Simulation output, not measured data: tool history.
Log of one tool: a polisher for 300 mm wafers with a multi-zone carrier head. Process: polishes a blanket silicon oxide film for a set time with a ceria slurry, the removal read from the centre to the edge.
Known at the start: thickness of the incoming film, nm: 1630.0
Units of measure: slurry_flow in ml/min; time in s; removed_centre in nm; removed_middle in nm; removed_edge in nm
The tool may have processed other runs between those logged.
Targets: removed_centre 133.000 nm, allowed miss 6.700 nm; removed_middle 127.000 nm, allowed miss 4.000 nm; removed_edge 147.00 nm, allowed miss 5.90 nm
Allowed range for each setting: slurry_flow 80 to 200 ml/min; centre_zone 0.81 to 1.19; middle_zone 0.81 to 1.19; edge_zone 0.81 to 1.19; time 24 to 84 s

{"run": 1, "hour": 0.0, "slurry_flow": 130, "centre_zone": 1.0, "middle_zone": 1.0, "edge_zone": 1.0, "time": 54, "removed_centre": 241.99, "removed_middle": 243.29, "removed_edge": 249.7}
{"run": 2, "hour": 6.1, "slurry_flow": 145, "centre_zone": 1.0, "middle_zone": 1.0, "edge_zone": 1.0, "time": 54, "removed_centre": 255.91, "removed_middle": 254.9, "removed_edge": 254.01}
{"run": 3, "hour": 10.9, "slurry_flow": 145, "centre_zone": 0.94, "middle_zone": 1.0, "edge_zone": 1.0, "time": 54, "removed_centre": 240.27, "removed_middle": 252.11, "removed_edge": 252.2}
{"run": 4, "hour": 12.5, "slurry_flow": 145, "centre_zone": 0.94, "middle_zone": 1.0, "edge_zone": 1.0, "time": 59, "removed_centre": 256.73, "removed_middle": 268.83, "removed_edge": 269.32}
{"run": 5, "hour": 15.2, "slurry_flow": 145, "centre_zone": 0.99, "middle_zone": 1.0, "edge_zone": 1.0, "time": 59, "removed_centre": 272.74, "removed_middle": 280.71, "removed_edge": 283.31}
{"run": 6, "hour": 22.2, "slurry_flow": 130, "centre_zone": 0.95, "middle_zone": 0.97, "edge_zone": 1.0, "time": 54, "removed_centre": 235.53, "removed_middle": 241.4, "removed_edge": 248.95}
{"run": 7, "hour": 28.1, "slurry_flow": 120, "centre_zone": 0.94, "middle_zone": 0.94, "edge_zone": 1.01, "time": 47, "removed_centre": 197.24, "removed_middle": 199.17, "removed_edge": 216.22}
{"hour": 29.9, "done": "worn pad replaced by a new one"}
{"run": 8, "hour": 29.9, "slurry_flow": 115, "centre_zone": 0.93, "middle_zone": 0.91, "edge_zone": 0.99, "time": 43, "removed_centre": 193.69, "removed_middle": 194.02, "removed_edge": 213.28}
{"run": 9, "hour": 38.1, "slurry_flow": 110, "centre_zone": 0.95, "middle_zone": 0.93, "edge_zone": 1.03, "time": 38, "removed_centre": 171.14, "removed_middle": 174.99, "removed_edge": 188.78}
{"run": 10, "hour": 45.9, "slurry_flow": 85, "centre_zone": 0.97, "middle_zone": 0.85, "edge_zone": 1.05, "time": 24, "removed_centre": 98.482, "removed_middle": 91.632, "removed_edge": 114.5}

Which single option among these 5 for the next run brings every result within its allowed miss of target? Just one does.
{"run": "A", "hour": 53.7, "slurry_flow": 105, "centre_zone": 1.13, "middle_zone": 0.94, "edge_zone": 0.89, "time": 28, "removed_centre": "?", "removed_middle": "?", "removed_edge": "?"}
{"run": "B", "hour": 53.7, "slurry_flow": 85, "centre_zone": 1.0, "middle_zone": 0.92, "edge_zone": 1.05, "time": 31, "removed_centre": "?", "removed_middle": "?", "removed_edge": "?"}
{"run": "C", "hour": 53.7, "slurry_flow": 105, "centre_zone": 0.97, "middle_zone": 0.82, "edge_zone": 1.0, "time": 33, "removed_centre": "?", "removed_middle": "?", "removed_edge": "?"}
{"run": "D", "hour": 53.7, "slurry_flow": 95, "centre_zone": 0.98, "middle_zone": 0.84, "edge_zone": 1.03, "time": 30, "removed_centre": "?", "removed_middle": "?", "removed_edge": "?"}
{"run": "E", "hour": 53.7, "slurry_flow": 90, "centre_zone": 0.92, "middle_zone": 0.91, "edge_zone": 1.01, "time": 29, "removed_centre": "?", "removed_middle": "?", "removed_edge": "?"}

move=A removed_centre=146.400 removed_middle=126.170 removed_edge=129.84
move=B removed_centre=131.460 removed_middle=127.410 removed_edge=148.01
move=C removed_centre=147.830 removed_middle=132.930 removed_edge=161.88
move=D removed_centre=130.750 removed_middle=119.240 removed_edge=145.98
move=E removed_centre=116.000 removed_middle=120.800 removed_edge=137.84
A: the furthest-off result lands on target, but another misses its tolerance
B: every result lands within tolerance
C: carries the result that was furthest off beyond its target, to the other side
D: gains on the last run, yet a result remains outside its allowed miss
E: gains on the last run, yet a result remains outside its allowed miss
So the answer is move B, the one that meets all the targets.
